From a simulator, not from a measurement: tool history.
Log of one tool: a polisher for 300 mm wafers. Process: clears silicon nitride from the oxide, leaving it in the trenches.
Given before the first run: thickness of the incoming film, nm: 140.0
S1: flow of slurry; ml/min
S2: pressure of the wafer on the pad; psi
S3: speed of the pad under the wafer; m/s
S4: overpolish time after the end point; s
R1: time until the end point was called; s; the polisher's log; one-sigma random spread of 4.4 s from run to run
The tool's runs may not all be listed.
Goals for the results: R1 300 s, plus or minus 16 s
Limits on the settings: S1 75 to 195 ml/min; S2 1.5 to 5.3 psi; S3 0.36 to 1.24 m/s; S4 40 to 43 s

run 1 hour=0 | S1=125 S2=3.4 S3=0.8 S4=40 | R1=168.87
run 2 hour=5.4 | S1=125 S2=3.4 S3=0.68 S4=40 | R1=188.46
run 3 hour=8.2 | S1=125 S2=3.2 S3=0.68 S4=40 | R1=194.89
run 4 hour=12.5 | S1=125 S2=3 S3=0.68 S4=40 | R1=207.16
run 5 hour=14.9 | S1=125 S2=3 S3=0.82 S4=40 | R1=183.97
run 6 hour=23.8 | S1=125 S2=3.6 S3=0.82 S4=40 | R1=156.3
run 7 hour=25 | S1=125 S2=3.3 S3=0.8 S4=40 | R1=175.02
run 8 hour=32 | S1=120 S2=2.3 S3=0.76 S4=40 | R1=250.65
run 9 hour=34.1 | S1=120 S2=2.2 S3=0.76 S4=40 | R1=263.53

Exactly one of the 5 candidate moves below puts every result within its allowed miss. Which one?
run A hour=36.2 | S1=160 S2=1.9 S3=0.72 S4=43 | R1=?
run B hour=36.2 | S1=115 S2=2 S3=0.88 S4=43 | R1=?
run C hour=36.2 | S1=120 S2=2.3 S3=0.72 S4=40 | R1=?
run D hour=36.2 | S1=135 S2=2.3 S3=0.72 S4=43 | R1=?
run E hour=36.2 | S1=115 S2=2 S3=0.86 S4=43 | R1=?

move=A R1=285.31
move=B R1=250.68
move=C R1=253.5
move=D R1=247.79
move=E R1=254.98
A: meets every target
B: lands further from the targets than the last run did
C: lands further from the targets than the last run did
D: lands further from the targets than the last run did
E: lands further from the targets than the last run did
Go with A: it meets all targets.
